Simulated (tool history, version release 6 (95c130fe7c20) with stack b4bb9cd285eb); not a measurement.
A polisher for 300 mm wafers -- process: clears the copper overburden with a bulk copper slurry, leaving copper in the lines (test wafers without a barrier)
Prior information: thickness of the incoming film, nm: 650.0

run,day,flow of slurry (ml/min),pressure of the wafer on the pad (kPa),speed of the pad under the wafer (cm/s),abrasive content of the slurry,overpolish time after the end point (s),time until the end point was called (s),dishing of a wide line in a test structure (Å)
1,0.000,305,17.2,140,1.0,8,42.096,169.03
2,0.029,305,17.9,140,1.0,7,39.948,163.41
3,0.212,305,18.6,140,1.0,7,38.483,169.57
4,0.379,305,15.9,140,1.0,7,44.977,162.74
5,0.592,305,16.5,140,1.0,6,43.334,158.29
6,0.792,360,16.5,140,1.0,6,43.389,160.17
7,0.888,360,17.2,140,1.0,6,41.755,163.12
8,1.029,360,17.9,140,1.0,6,39.393,160.70
9,1.342,360,18.6,140,1.0,6,38.147,159.72
10,1.658,360,19.3,140,1.0,6,36.634,165.22
11,1.971,360,20.0,140,1.0,6,35.649,166.70
12,2.329,360,20.7,140,1.0,6,34.561,164.94
13,2.542,360,21.4,140,1.0,6,33.324,164.43
14,2.625,360,22.1,140,1.0,6,32.831,165.12
15,2.796,360,22.8,140,1.0,6,31.353,167.43

Run 16 comes next. What will it give?
16,2.908,365,24.1,140,1.0,5,?,?

{"run 16": {"time until the end point was called (s)": 29.947, "dishing of a wide line in a test structure (Å)": 163.24}}
